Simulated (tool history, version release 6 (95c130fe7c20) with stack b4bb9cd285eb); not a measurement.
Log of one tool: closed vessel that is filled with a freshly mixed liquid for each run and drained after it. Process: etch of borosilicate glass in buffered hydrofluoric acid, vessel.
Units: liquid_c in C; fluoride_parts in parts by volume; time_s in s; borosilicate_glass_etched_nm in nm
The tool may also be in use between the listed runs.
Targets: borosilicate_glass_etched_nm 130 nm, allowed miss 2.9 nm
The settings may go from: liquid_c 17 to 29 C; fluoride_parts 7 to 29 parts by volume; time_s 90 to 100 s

Run 1, hour 0: liquid_c 21 C, fluoride_parts 18 parts by volume, time_s 90 s. Result: borosilicate_glass_etched_nm 46.032 nm.
Run 2, hour 9.3: liquid_c 22 C, fluoride_parts 16.5 parts by volume, time_s 90 s. Result: borosilicate_glass_etched_nm 53.418 nm.
Run 3, hour 15.1: liquid_c 23 C, fluoride_parts 15.5 parts by volume, time_s 90 s. Result: borosilicate_glass_etched_nm 59.59 nm.
Run 4, hour 18.3: liquid_c 23.5 C, fluoride_parts 14.5 parts by volume, time_s 90 s. Result: borosilicate_glass_etched_nm 65.529 nm.
Run 5, hour 26.2: liquid_c 23.5 C, fluoride_parts 14.5 parts by volume, time_s 90 s. Result: borosilicate_glass_etched_nm 64.917 nm.
Run 6, hour 35.2: liquid_c 23.5 C, fluoride_parts 17.5 parts by volume, time_s 90 s. Result: borosilicate_glass_etched_nm 53.997 nm.
Run 7, hour 41.6: liquid_c 24 C, fluoride_parts 16.5 parts by volume, time_s 90 s. Result: borosilicate_glass_etched_nm 59.421 nm.
Run 8, hour 48.8: liquid_c 24.5 C, fluoride_parts 15.5 parts by volume, time_s 90 s. Result: borosilicate_glass_etched_nm 64.497 nm.
Run 9, hour 54.4: liquid_c 25 C, fluoride_parts 14.5 parts by volume, time_s 90 s. Result: borosilicate_glass_etched_nm 70.22 nm.
Run 10, hour 55.7: liquid_c 25.5 C, fluoride_parts 13.5 parts by volume, time_s 90 s. Result: borosilicate_glass_etched_nm 78.183 nm.
Run 11, hour 59.4: liquid_c 26 C, fluoride_parts 13 parts by volume, time_s 90 s. Result: borosilicate_glass_etched_nm 82.683 nm.
Run 12, hour 64.8: liquid_c 26.5 C, fluoride_parts 12.5 parts by volume, time_s 90 s. Result: borosilicate_glass_etched_nm 89.229 nm.
Run 13, hour 72.3: liquid_c 27 C, fluoride_parts 12 parts by volume, time_s 90 s. Result: borosilicate_glass_etched_nm 94.815 nm.
At hour 76.3: hydrofluoric acid flow meter replaced.
Run 14, hour 76.3: liquid_c 27 C, fluoride_parts 12 parts by volume, time_s 90 s. Result: borosilicate_glass_etched_nm 103.63 nm.
Run 15, hour 82.6: liquid_c 29 C, fluoride_parts 9.5 parts by volume, time_s 90 s. Result: borosilicate_glass_etched_nm 143.81 nm.

Which of these 5 next moves meets every target?
Run A, hour 88.9: liquid_c 24 C, fluoride_parts 8 parts by volume, time_s 90 s. Result: borosilicate_glass_etched_nm ?.
Run B, hour 88.9: liquid_c 28 C, fluoride_parts 10.5 parts by volume, time_s 90 s. Result: borosilicate_glass_etched_nm ?.
Run C, hour 88.9: liquid_c 28.5 C, fluoride_parts 11 parts by volume, time_s 90 s. Result: borosilicate_glass_etched_nm ?.
Run D, hour 88.9: liquid_c 24 C, fluoride_parts 7.5 parts by volume, time_s 90 s. Result: borosilicate_glass_etched_nm ?.
Run E, hour 88.9: liquid_c 27.5 C, fluoride_parts 10.5 parts by volume, time_s 90 s. Result: borosilicate_glass_etched_nm ?.

move  borosilicate_glass_etched_nm
   A                        128.75
   B                         124.4
   C                        121.97
   D                        138.25
   E                        121.19
A: meets every target
B: takes the result that was furthest off past its target
C: takes the result that was furthest off past its target
D: nearer than the last run, and not there yet
E: takes the result that was furthest off past its target
Move A is the one to make.
